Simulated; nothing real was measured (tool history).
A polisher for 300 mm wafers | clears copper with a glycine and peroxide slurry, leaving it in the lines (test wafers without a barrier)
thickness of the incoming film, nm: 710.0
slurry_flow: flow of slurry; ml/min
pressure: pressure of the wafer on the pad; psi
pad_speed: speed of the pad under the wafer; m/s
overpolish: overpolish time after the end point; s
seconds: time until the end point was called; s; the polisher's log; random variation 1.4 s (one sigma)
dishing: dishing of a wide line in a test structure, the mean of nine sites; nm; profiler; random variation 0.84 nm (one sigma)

| run | hour | slurry_flow | pressure | pad_speed | overpolish | seconds | dishing |
|---|---|---|---|---|---|---|---|
| 1 | 0 | 270 | 2.2 | 1.18 | 17 | 123.6 | 59.091 |
| 2 | 4.1 | 215 | 2.2 | 1.18 | 17 | 126.12 | 57.955 |
| 3 | 8.5 | 215 | 1.7 | 1.18 | 17 | 152.5 | 50.467 |
| 4 | 15.9 | 160 | 1.7 | 1.18 | 17 | 159.08 | 47.01 |
| 5 | 24.6 | 160 | 1.7 | 1.34 | 17 | 143.09 | 51.569 |
| 6 | 32.1 | 215 | 1.7 | 1.34 | 17 | 137.93 | 53.847 |
| 7 | 34.6 | 240 | 2 | 1.3 | 25 | 122.82 | 72.889 |

Run 8 comes next. What will it give?
|  | 35.2 | worn pad replaced by a new one |
| 8 | 35.2 | 240 | 2 | 1.3 | 26 | ? | ? |

{"run 8": {"seconds": 113.04, "dishing": 80.892}}
